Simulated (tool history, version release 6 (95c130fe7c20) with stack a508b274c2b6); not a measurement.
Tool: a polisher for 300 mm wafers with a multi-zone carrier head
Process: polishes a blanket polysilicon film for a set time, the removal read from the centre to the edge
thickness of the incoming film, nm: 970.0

run    day  flow of slurry (ml/min)  pressure of the head's centre zone  pressure of the head's middle zone  pressure of the head's edge zone  polishing time (s)  film removed at the wafer's centre (Å)  film removed at mid-radius (Å)  film removed at the wafer's edge (Å)
  1  0.000                      215                                1.00                                1.00                              1.00                  51                                  3966.2                          3817.7                                3908.8
  2  0.279                      195                                1.00                                1.00                              1.00                  51                                  3803.6                          3807.8                                3953.5
  3  0.392                      185                                0.99                                0.95                              0.99                  50                                  3678.0                          3509.6                                3870.1
  4  0.633                      180                                0.97                                0.93                              0.97                  49                                  3586.5                          3413.3                                3651.4
  5  1.004                      170                                0.96                                0.91                              0.98                  48                                  3466.2                          3266.5                                3609.8
  6  1.171                      210                                0.96                                0.91                              0.98                  48                                  3622.8                          3402.1                                3672.8
  7  1.542                      190                                0.95                                0.89                              0.99                  48                                  3464.5                          3272.6                                3687.5

Run 8 comes next. What will it give?
  8  1.575                      180                                0.94                                0.87                              0.99                  48                                       ?                               ?                                     ?

Run 8 gave film removed at the wafer's centre (Å) 3341.8, film removed at mid-radius (Å) 3233.2, film removed at the wafer's edge (Å) 3629.2.
